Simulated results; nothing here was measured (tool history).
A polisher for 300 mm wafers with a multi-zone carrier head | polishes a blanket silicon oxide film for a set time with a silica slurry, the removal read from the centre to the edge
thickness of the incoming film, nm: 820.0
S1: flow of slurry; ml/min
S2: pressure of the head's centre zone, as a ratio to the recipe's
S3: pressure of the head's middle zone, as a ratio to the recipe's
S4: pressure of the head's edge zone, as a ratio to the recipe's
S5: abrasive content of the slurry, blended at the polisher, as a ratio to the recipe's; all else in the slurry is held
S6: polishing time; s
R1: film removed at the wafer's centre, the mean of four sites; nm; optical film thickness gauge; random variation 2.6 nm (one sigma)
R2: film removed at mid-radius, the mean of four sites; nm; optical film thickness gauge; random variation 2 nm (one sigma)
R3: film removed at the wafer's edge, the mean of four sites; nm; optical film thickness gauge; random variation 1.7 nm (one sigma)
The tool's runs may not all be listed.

run  hour   S1    S2    S3    S4   S5  S6      R1      R2      R3
  1     0  255     1     1     1    1  67   258.6  256.89  249.71
  2   2.2  255     1     1     1    1  55  209.21   212.6  204.92
  3   5.7  290     1     1     1    1  55  216.77   215.3  206.07
  4  10.9  290     1  0.95     1    1  55  211.07  206.23   205.7
  5  13.9  300  1.02     1  1.01  1.1  55  231.83  231.43  219.91
  6  22.5  300  1.02     1  1.01  1.1  41  175.32  171.29  164.13

The next listed run, before its measurement:
  7  31.2  315  1.05  1.03  1.03  1.2  43   ?   ?   ?

{"run 7": {"R1": 196.03, "R2": 190.71, "R3": 182.58}}

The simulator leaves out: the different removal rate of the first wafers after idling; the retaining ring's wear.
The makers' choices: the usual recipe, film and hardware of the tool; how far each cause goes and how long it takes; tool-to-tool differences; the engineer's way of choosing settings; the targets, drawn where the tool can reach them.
